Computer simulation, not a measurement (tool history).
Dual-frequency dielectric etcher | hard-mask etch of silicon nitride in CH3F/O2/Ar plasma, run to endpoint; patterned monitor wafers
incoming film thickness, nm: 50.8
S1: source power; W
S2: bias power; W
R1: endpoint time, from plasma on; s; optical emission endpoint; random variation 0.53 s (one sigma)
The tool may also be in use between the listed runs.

| run | day | S1 | S2 | R1 |
|---|---|---|---|---|
| 1 | 0.000 | 380 | 73 | 70.870 |
| 2 | 0.304 | 430 | 73 | 68.075 |
| 3 | 0.633 | 370 | 73 | 70.780 |
| 4 | 0.904 | 390 | 75 | 69.946 |
| 5 | 1.233 | 330 | 75 | 72.867 |
| 6 | 1.579 | 350 | 75 | 71.521 |

Run 7 comes next. What will it give?
| 7 | 1.708 | 370 | 78 | ? |

Run 7 gave R1 69.178 s.

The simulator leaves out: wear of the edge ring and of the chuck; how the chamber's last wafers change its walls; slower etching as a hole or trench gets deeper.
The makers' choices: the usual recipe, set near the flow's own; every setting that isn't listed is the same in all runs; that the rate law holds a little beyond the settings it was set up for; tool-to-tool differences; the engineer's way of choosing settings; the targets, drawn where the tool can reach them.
